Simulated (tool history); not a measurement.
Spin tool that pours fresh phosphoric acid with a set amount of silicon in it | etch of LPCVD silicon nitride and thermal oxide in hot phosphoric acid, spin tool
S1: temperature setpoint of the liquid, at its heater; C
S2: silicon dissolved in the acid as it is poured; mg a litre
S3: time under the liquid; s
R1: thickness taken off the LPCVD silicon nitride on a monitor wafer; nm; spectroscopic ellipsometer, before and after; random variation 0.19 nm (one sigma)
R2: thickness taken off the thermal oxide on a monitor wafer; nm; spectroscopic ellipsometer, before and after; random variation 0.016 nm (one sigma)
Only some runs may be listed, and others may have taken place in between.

Run 1, hour 0.0: S1 161.0 C, S2 25.0 mg a litre, S3 180 s. Result: R1 13.676 nm, R2 0.30507 nm.
Run 2, hour 8.1: S1 161.0 C, S2 37.5 mg a litre, S3 180 s. Result: R1 13.711 nm, R2 0.22152 nm.
Run 3, hour 10.1: S1 161.0 C, S2 29.5 mg a litre, S3 180 s. Result: R1 13.688 nm, R2 0.32557 nm.
Run 4, hour 12.2: S1 161.0 C, S2 33.5 mg a litre, S3 195 s. Result: R1 15.087 nm, R2 0.22217 nm.
Run 5, hour 16.3: S1 159.5 C, S2 33.5 mg a litre, S3 195 s. Result: R1 14.155 nm, R2 0.24461 nm.
Run 6, hour 24.8: S1 157.5 C, S2 33.5 mg a litre, S3 195 s. Result: R1 13.099 nm, R2 0.20899 nm.
Run 7, hour 28.0: S1 158.5 C, S2 37.0 mg a litre, S3 205 s. Result: R1 14.441 nm, R2 0.22411 nm.
Run 8, hour 31.1: S1 159.5 C, S2 39.5 mg a litre, S3 210 s. Result: R1 15.082 nm, R2 0.19560 nm.

Run 9, settings as shown, results not yet in. Your forecast:
Run 9, hour 31.7: S1 159.5 C, S2 39.5 mg a litre, S3 210 s. Result: R1 ?, R2 ?.

{"run 9": {"R1": 15.227, "R2": 0.20705}}
